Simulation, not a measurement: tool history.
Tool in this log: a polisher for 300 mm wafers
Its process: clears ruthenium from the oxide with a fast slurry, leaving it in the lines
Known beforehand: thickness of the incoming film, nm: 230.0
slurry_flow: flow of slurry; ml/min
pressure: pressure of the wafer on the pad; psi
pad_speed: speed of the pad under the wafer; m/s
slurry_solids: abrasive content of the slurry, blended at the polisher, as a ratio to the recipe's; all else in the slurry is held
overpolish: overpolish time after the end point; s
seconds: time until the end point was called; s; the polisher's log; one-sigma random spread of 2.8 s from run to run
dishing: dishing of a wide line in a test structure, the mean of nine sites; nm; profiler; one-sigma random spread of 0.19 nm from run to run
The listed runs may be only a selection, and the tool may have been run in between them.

run,hour,slurry_flow,pressure,pad_speed,slurry_solids,overpolish,seconds,dishing
1,0.0,165,2.4,0.78,1.0,9,120.87,15.455
2,0.7,160,2.2,0.78,1.0,10,130.01,16.350
3,5.1,160,2.0,0.78,1.0,10,132.86,15.261
4,12.6,190,2.0,0.78,1.0,10,131.75,15.388
5,13.6,185,1.8,0.78,1.0,11,137.28,16.307
6,18.4,180,1.7,0.76,1.0,11,146.52,15.391
7,23.4,180,1.7,0.76,1.0,11,146.04,15.253

What will run 8 give?
8,32.2,175,1.6,0.76,1.0,11,?,?

Run 8 came out at seconds 155.73 s, dishing 14.697 nm.

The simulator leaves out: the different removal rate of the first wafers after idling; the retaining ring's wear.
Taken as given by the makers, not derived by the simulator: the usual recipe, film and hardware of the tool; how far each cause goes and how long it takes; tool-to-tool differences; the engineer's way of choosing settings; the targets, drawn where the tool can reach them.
